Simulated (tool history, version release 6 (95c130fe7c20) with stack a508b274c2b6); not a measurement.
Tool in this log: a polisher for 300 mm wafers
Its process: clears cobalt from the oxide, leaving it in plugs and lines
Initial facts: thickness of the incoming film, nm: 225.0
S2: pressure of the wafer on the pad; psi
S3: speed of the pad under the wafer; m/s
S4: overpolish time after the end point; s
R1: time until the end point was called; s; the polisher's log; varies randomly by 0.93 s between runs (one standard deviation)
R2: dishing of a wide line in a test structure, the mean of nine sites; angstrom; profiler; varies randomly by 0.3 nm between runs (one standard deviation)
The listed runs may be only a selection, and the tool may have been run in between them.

run 1 hour=0 | flow_of_slurry_(ml/min)=245 S2=1.4 S3=0.92 S4=19 | R1=77.126 R2=297.94
run 2 hour=4.7 | flow_of_slurry_(ml/min)=245 S2=1.4 S3=0.92 S4=12 | R1=75.756 R2=239.85
run 3 hour=13.7 | flow_of_slurry_(ml/min)=245 S2=1.4 S3=1.08 S4=12 | R1=67.005 R2=269.16
run 4 hour=18.1 | flow_of_slurry_(ml/min)=245 S2=1.4 S3=1.18 S4=12 | R1=61.66 R2=278.25
run 5 hour=24.1 | flow_of_slurry_(ml/min)=245 S2=1.2 S3=1.18 S4=12 | R1=69.129 R2=244.84
run 6 hour=27.6 | flow_of_slurry_(ml/min)=245 S2=1.2 S3=1.18 S4=8 | R1=70.744 R2=196.19

Run 7, settings as shown, results not yet in. Your forecast:
run 7 hour=29.4 | flow_of_slurry_(ml/min)=245 S2=1.1 S3=1.2 S4=8 | R1=? R2=?

R1: 75.917 s
R2: 184.03 angstrom

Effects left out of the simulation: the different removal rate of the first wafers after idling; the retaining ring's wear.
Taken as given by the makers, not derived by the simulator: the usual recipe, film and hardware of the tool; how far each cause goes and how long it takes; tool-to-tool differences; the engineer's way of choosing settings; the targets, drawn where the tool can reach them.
